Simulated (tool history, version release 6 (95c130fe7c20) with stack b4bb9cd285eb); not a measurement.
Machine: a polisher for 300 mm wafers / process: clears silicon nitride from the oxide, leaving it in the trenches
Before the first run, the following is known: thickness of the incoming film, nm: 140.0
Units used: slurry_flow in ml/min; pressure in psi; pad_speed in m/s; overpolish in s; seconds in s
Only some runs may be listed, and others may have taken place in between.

Run 1, hour 0.0: slurry_flow 160 ml/min, pressure 3.4 psi, pad_speed 1.26 m/s, overpolish 5 s. Result: seconds 100.570 s.
Run 2, hour 8.2: slurry_flow 160 ml/min, pressure 3.7 psi, pad_speed 1.28 m/s, overpolish 5 s. Result: seconds 93.190 s.
Run 3, hour 10.0: slurry_flow 160 ml/min, pressure 4.0 psi, pad_speed 1.28 m/s, overpolish 5 s. Result: seconds 87.442 s.
Run 4, hour 11.4: slurry_flow 160 ml/min, pressure 3.7 psi, pad_speed 1.28 m/s, overpolish 5 s. Result: seconds 94.927 s.
Run 5, hour 14.8: slurry_flow 160 ml/min, pressure 3.7 psi, pad_speed 1.28 m/s, overpolish 5 s. Result: seconds 94.354 s.
Run 6, hour 20.3: slurry_flow 160 ml/min, pressure 3.7 psi, pad_speed 1.28 m/s, overpolish 5 s. Result: seconds 94.133 s.
Run 7, hour 27.2: slurry_flow 160 ml/min, pressure 4.0 psi, pad_speed 1.30 m/s, overpolish 5 s. Result: seconds 88.155 s.

What will run 8 give?
Run 8, hour 29.9: slurry_flow 160 ml/min, pressure 4.3 psi, pad_speed 1.32 m/s, overpolish 5 s. Result: seconds ?.

{"run 8": {"seconds": 78.046}}
